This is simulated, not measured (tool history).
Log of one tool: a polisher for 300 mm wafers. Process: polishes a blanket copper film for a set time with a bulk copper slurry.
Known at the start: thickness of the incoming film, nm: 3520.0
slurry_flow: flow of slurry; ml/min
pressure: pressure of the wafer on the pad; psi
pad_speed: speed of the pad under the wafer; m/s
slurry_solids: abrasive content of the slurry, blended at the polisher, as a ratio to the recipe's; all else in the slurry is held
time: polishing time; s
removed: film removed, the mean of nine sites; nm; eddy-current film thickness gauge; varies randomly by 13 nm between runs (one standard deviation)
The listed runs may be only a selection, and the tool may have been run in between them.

run	hour	slurry_flow	pressure	pad_speed	slurry_solids	time	removed
1	0.0	190	2.5	1.02	1.0	73	669.14
2	4.5	190	2.6	1.02	1.0	73	705.26
3	6.5	190	2.6	0.88	1.0	73	599.47
4	14.3	190	2.6	1.04	1.0	73	714.88
5	17.6	190	2.6	1.04	1.0	77	756.01
6	22.6	190	2.6	1.04	1.0	77	744.31
7	28.9	190	2.7	1.04	1.0	77	772.79
8	36.2	190	3.0	1.06	1.0	77	847.44

Run 9 comes next. What will it give?
9	39.1	190	3.1	1.06	1.0	77	?

Run 9 came out at removed 844.97 nm.
